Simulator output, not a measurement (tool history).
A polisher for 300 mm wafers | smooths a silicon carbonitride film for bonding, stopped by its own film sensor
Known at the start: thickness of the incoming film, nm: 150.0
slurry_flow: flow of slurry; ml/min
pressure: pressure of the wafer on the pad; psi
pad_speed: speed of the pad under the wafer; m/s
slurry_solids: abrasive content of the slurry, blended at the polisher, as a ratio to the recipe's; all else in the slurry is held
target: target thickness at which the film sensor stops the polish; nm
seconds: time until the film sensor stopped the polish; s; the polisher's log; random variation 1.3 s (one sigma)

| run | day | slurry_flow | pressure | pad_speed | slurry_solids | target | seconds |
|---|---|---|---|---|---|---|---|
| 1 | 0 | 175 | 2 | 1.16 | 1 | 131 | 82.779 |
| 2 | 0.15 | 175 | 2.5 | 1.16 | 1 | 131 | 65.96 |
| 3 | 0.271 | 170 | 2.1 | 1.14 | 1 | 131 | 81.124 |
| 4 | 0.583 | 165 | 1.8 | 1.14 | 1 | 131 | 90.867 |
| 5 | 0.771 | 165 | 1.8 | 1.3 | 1 | 131 | 83.244 |
| 6 | 1.138 | 165 | 1.5 | 1.28 | 1 | 131 | 101.63 |

Run 7 comes next. What will it give?
| 7 | 1.158 | 165 | 1.4 | 1.28 | 1 | 131 | ? |

Run 7 gave seconds 109.43 s.
